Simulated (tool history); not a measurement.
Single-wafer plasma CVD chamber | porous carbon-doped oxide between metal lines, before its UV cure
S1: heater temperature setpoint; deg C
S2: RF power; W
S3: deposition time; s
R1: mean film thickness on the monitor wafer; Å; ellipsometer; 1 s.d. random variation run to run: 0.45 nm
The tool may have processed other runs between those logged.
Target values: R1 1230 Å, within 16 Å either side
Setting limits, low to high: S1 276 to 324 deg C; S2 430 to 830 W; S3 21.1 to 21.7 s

run,day,S1,S2,S3,R1
1,0,300,630,21.1,1377.1
2,0.25,304,630,21.1,1355.6
3,0.275,308,625,21.1,1329.9
4,0.488,311,620,21.1,1294.9
5,0.742,318,620,21.1,1255.8
6,1.058,318,620,21.7,1288
7,1.321,319,615,21.7,1282.2
8,1.596,320,610,21.7,1263.3
9,1.938,321,610,21.7,1254
10,2.1,322,610,21.7,1260.9
11,2.233,322,605,21.7,1251.5

Consider the 4 candidate settings below. Which is the only one whose results all fall within their allowed miss of target?
A,2.367,324,620,21.1,?
B,2.367,320,615,21.6,?
C,2.367,321,645,21.3,?
D,2.367,321,630,21.2,?

move,R1
A,1218.6
B,1263.4
C,1275.1
D,1252.3
A: each result inside its tolerance
B: its largest miss is bigger than the last run's
C: its largest miss is bigger than the last run's
D: about the same distance from the targets as the last run
A is the move that brings every result within its allowed miss.
